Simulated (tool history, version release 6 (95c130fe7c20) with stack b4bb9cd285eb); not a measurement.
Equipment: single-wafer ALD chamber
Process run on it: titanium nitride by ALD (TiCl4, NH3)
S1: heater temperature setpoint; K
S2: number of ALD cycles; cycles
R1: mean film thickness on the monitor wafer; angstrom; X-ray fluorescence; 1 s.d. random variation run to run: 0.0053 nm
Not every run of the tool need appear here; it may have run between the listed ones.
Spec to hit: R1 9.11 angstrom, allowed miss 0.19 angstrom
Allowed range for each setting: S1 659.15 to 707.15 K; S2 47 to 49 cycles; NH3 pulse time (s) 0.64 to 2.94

run 1 hour=0 | S1=683.15 S2=47 NH3_pulse_time_(s)=1.79 | R1=10.03
run 2 hour=4.5 | S1=676.15 S2=47 NH3_pulse_time_(s)=1.46 | R1=9.8352
run 3 hour=9 | S1=676.15 S2=47 NH3_pulse_time_(s)=1.84 | R1=9.913
run 4 hour=15.7 | S1=676.15 S2=47 NH3_pulse_time_(s)=2.3 | R1=10.136
run 5 hour=16.7 | S1=676.15 S2=47 NH3_pulse_time_(s)=2.54 | R1=10.097
run 6 hour=19.3 | S1=671.15 S2=47 NH3_pulse_time_(s)=2 | R1=9.9744
run 7 hour=25.4 | S1=668.15 S2=47 NH3_pulse_time_(s)=1.61 | R1=9.8205
run 8 hour=32.1 | S1=665.15 S2=47 NH3_pulse_time_(s)=1.33 | R1=9.5966
run 9 hour=41.1 | S1=663.15 S2=47 NH3_pulse_time_(s)=1.13 | R1=9.3858

Which single option among these 5 for the next run brings every result within its allowed miss of target? Just one does.
run A hour=50.1 | S1=667.15 S2=49 NH3_pulse_time_(s)=0.96 | R1=?
run B hour=50.1 | S1=671.15 S2=47 NH3_pulse_time_(s)=1.47 | R1=?
run C hour=50.1 | S1=664.15 S2=47 NH3_pulse_time_(s)=1.33 | R1=?
run D hour=50.1 | S1=661.15 S2=49 NH3_pulse_time_(s)=0.89 | R1=?
run E hour=50.1 | S1=666.15 S2=48 NH3_pulse_time_(s)=1.85 | R1=?

move=A R1=9.5703
move=B R1=9.8448
move=C R1=9.6485
move=D R1=9.2062
move=E R1=10.181
A: further off than the last run
B: further off than the last run
C: further off than the last run
D: each result inside its tolerance
E: further off than the last run
The right move is D.

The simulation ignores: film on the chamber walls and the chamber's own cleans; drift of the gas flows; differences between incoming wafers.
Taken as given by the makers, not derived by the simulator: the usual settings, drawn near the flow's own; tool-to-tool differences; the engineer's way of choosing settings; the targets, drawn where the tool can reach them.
